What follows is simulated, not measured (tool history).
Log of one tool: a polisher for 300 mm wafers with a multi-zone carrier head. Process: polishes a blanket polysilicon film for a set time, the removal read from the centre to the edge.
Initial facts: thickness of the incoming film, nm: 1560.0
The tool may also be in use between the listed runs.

run	day	flow of slurry (ml/min)	pressure of the head's centre zone	pressure of the head's middle zone	pressure of the head's edge zone	polishing time (s)	film removed at the wafer's centre (nm)	film removed at mid-radius (nm)	film removed at the wafer's edge (nm)
1	0	235	1	1	1	68	327.22	327.61	321.2
2	0.075	235	1	0.97	1.06	74	356.82	330.3	359.93
3	0.296	235	1.07	0.97	1.06	74	381.75	341.34	359.8
4	0.604	265	1.07	0.97	1.06	74	392.13	341.93	363.02
5	0.704	265	1.07	0.97	1.06	80	421.22	375.29	392.92
6	1.058	265	1.07	0.97	1.06	86	455.38	400.25	422.18
7	1.354	250	1.04	0.97	1.09	87	443.79	403.66	440.28

Run 8 has not been measured yet. What should we expect?
8	1.708	240	1.03	0.97	1.11	87	?	?	?

film removed at the wafer's centre (nm): 435
film removed at mid-radius (nm): 388.39
film removed at the wafer's edge (nm): 436.69

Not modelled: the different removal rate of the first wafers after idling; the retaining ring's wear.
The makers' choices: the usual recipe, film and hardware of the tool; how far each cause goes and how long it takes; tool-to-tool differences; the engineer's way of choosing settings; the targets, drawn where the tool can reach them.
